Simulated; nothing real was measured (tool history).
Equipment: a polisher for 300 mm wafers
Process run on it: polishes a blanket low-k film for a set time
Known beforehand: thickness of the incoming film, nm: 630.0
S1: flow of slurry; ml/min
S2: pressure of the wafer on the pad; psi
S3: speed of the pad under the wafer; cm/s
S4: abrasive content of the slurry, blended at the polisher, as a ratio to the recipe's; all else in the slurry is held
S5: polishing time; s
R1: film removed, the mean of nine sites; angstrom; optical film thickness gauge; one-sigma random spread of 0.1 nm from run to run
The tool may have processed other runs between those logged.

run,day,S1,S2,S3,S4,S5,R1
1,0,240,2.2,112,1,72,267.22
2,0.375,235,2.1,112,1,72,258.14
3,0.629,235,2.1,112,1.1,72,267.19
4,0.979,255,2.1,112,1.1,72,270.14
5,1.25,255,2.1,112,0.9,72,249.62
6,1.558,250,2,112,0.9,72,238.48
7,1.758,245,1.9,112,0.9,72,227.1
8,1.833,240,1.8,112,0.9,72,218.38
9,1.992,240,1.7,112,0.9,72,207.12
10,2.088,235,1.7,112,0.9,72,204.33
11,2.275,185,1.3,112,0.9,72,157.98
12,2.329,185,1.3,112,0.9,72,158.8

Run 13 comes next. What will it give?
13,2.412,190,1.3,112,0.9,72,?

{"run 13": {"R1": 158.07}}

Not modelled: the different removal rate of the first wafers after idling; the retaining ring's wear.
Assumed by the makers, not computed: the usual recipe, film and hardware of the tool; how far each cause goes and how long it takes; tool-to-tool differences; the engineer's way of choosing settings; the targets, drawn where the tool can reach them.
